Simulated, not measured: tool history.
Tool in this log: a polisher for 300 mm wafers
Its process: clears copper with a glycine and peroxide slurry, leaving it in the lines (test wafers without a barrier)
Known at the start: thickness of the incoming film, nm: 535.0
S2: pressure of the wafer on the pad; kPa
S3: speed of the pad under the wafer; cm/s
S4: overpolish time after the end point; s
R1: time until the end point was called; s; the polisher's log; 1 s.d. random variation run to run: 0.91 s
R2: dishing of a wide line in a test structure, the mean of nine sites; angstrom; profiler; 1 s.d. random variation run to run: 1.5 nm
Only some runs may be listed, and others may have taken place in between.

{"run": 1, "hour": 0.0, "flow of slurry (ml/min)": 165, "S2": 19.3, "S3": 80, "S4": 12, "R1": 118.23, "R2": 368.46}
{"run": 2, "hour": 3.6, "flow of slurry (ml/min)": 140, "S2": 19.3, "S3": 80, "S4": 12, "R1": 122.01, "R2": 349.57}
{"run": 3, "hour": 7.1, "flow of slurry (ml/min)": 155, "S2": 19.3, "S3": 80, "S4": 12, "R1": 121.05, "R2": 346.72}
{"run": 4, "hour": 7.8, "flow of slurry (ml/min)": 155, "S2": 19.3, "S3": 80, "S4": 16, "R1": 121.82, "R2": 428.83}
{"run": 5, "hour": 13.4, "flow of slurry (ml/min)": 160, "S2": 20.7, "S3": 80, "S4": 16, "R1": 113.88, "R2": 465.92}
{"run": 6, "hour": 17.5, "flow of slurry (ml/min)": 165, "S2": 22.1, "S3": 80, "S4": 16, "R1": 107.62, "R2": 493.91}

Run 7 comes next. What will it give?
{"run": 7, "hour": 21.4, "flow of slurry (ml/min)": 170, "S2": 22.8, "S3": 80, "S4": 16, "R1": "?", "R2": "?"}

R1: 102.66 s
R2: 514.52 angstrom

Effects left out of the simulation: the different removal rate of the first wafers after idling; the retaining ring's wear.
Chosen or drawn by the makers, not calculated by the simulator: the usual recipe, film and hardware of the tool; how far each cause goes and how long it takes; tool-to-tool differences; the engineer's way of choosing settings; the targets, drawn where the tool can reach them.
